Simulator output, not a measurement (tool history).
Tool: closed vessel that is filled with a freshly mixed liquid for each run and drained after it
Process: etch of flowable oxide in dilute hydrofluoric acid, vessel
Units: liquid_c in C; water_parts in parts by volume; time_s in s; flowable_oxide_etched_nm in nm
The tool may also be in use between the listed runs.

run 1 hour=0.0 | liquid_c=21.0 water_parts=240 time_s=30 | flowable_oxide_etched_nm=3.1413
run 2 hour=2.5 | liquid_c=21.0 water_parts=270 time_s=30 | flowable_oxide_etched_nm=2.7040
run 3 hour=8.2 | liquid_c=18.0 water_parts=270 time_s=30 | flowable_oxide_etched_nm=2.4020
run 4 hour=12.3 | liquid_c=21.5 water_parts=265 time_s=30 | flowable_oxide_etched_nm=2.7959
run 5 hour=17.0 | liquid_c=24.0 water_parts=260 time_s=30 | flowable_oxide_etched_nm=3.1846
run 6 hour=23.4 | liquid_c=24.0 water_parts=260 time_s=30 | flowable_oxide_etched_nm=3.1441

Run 7 comes next. What will it give?
run 7 hour=24.9 | liquid_c=24.0 water_parts=260 time_s=30 | flowable_oxide_etched_nm=?

{"run 7": {"flowable_oxide_etched_nm": 3.1591}}
